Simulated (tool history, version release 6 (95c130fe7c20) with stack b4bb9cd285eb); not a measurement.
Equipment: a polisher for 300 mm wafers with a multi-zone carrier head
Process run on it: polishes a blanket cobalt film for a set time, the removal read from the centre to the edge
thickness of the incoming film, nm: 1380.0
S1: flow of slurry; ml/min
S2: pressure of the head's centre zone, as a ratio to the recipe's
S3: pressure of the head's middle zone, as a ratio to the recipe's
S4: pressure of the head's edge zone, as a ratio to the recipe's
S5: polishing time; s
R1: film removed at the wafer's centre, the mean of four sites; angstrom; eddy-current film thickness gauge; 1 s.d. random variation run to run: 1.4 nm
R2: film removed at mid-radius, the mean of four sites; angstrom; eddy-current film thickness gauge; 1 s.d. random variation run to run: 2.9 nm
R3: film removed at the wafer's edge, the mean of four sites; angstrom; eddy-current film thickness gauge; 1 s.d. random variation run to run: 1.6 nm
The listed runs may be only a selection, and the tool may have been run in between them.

run 1 hour=0 | S1=305 S2=1 S3=1 S4=1 S5=40 | R1=1754.8 R2=1765.4 R3=1690.4
run 2 hour=4.3 | S1=310 S2=1.02 S3=1.02 S4=1.01 S5=40 | R1=1792.1 R2=1783.5 R3=1716.2
run 3 hour=9.8 | S1=315 S2=1.03 S3=1.04 S4=1.01 S5=41 | R1=1861 R2=1822.8 R3=1762.9
run 4 hour=13.4 | S1=315 S2=1.03 S3=1.05 S4=1 S5=42 | R1=1909.1 R2=1920.5 R3=1777.8
run 5 hour=15.4 | S1=320 S2=1.04 S3=1.06 S4=1 S5=42 | R1=1911.2 R2=1905.6 R3=1780.2
run 6 hour=22.6 | S1=320 S2=1.04 S3=1.06 S4=0.96 S5=42 | R1=1895.2 R2=1918.8 R3=1772
run 7 hour=28.2 | S1=320 S2=1.05 S3=1.07 S4=0.96 S5=43 | R1=2008.6 R2=1980.4 R3=1807.3

Run 8 is up next; what results do you expect?
run 8 hour=34.4 | S1=320 S2=1.05 S3=1.08 S4=0.96 S5=43 | R1=? R2=? R3=?

R1: 1964.9 angstrom
R2: 1966.8 angstrom
R3: 1803.5 angstrom
